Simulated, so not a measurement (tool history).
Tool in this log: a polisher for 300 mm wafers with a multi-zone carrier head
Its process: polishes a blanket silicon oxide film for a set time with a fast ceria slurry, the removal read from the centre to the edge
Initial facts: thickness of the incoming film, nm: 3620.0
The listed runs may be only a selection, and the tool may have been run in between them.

run	hour	flow of slurry (ml/min)	pressure of the head's centre zone	pressure of the head's middle zone	pressure of the head's edge zone	polishing time (s)	film removed at the wafer's centre (Å)	film removed at mid-radius (Å)	film removed at the wafer's edge (Å)
1	0.0	135	1.00	1.00	1.00	61	12193	12096	12140
2	1.5	150	1.05	1.02	1.03	65	13945	13233	13146
3	6.8	150	1.05	1.02	0.98	65	13755	13251	12970
4	9.2	150	1.05	1.02	0.98	79	16700	16459	15656
5	16.2	150	1.05	1.02	0.98	71	15016	14366	14207
6	20.6	160	1.08	1.03	1.00	74	16497	15489	14920
7	22.9	165	1.10	1.03	1.03	76	17078	16000	15660

What will run 8 give?
8	27.7	175	1.12	1.03	1.03	78	?	?	?

Run 8 yielded film removed at the wafer's centre (Å) 18365, film removed at mid-radius (Å) 16467, film removed at the wafer's edge (Å) 16189.
